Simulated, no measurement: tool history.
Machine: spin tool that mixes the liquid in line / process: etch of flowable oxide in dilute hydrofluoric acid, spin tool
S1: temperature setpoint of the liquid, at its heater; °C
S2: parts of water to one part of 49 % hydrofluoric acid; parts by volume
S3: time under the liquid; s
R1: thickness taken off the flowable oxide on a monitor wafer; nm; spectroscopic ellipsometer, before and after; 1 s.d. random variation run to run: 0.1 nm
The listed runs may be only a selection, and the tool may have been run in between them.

Run 1, hour 0.0: S1 25.0 °C, S2 125 parts by volume, S3 15 s. Result: R1 5.5458 nm.
Run 2, hour 7.0: S1 22.0 °C, S2 125 parts by volume, S3 15 s. Result: R1 4.9147 nm.
Run 3, hour 8.3: S1 22.0 °C, S2 125 parts by volume, S3 15 s. Result: R1 4.9206 nm.
Run 4, hour 11.8: S1 25.0 °C, S2 95 parts by volume, S3 15 s. Result: R1 7.5857 nm.
Run 5, hour 20.1: S1 27.5 °C, S2 80 parts by volume, S3 15 s. Result: R1 10.1630 nm.
Run 6, hour 27.7: S1 27.5 °C, S2 55 parts by volume, S3 15 s. Result: R1 15.1470 nm.
Run 7, hour 31.7: S1 29.0 °C, S2 55 parts by volume, S3 15 s. Result: R1 16.1890 nm.
Run 8, hour 40.3: S1 30.0 °C, S2 55 parts by volume, S3 15 s. Result: R1 16.8260 nm.
Run 9, hour 46.9: S1 30.5 °C, S2 55 parts by volume, S3 15 s. Result: R1 17.1890 nm.

Run 10 has not been measured yet. What should we expect?
Run 10, hour 49.1: S1 31.0 °C, S2 55 parts by volume, S3 15 s. Result: R1 ?.

Run 10 yielded R1 17.5140 nm.
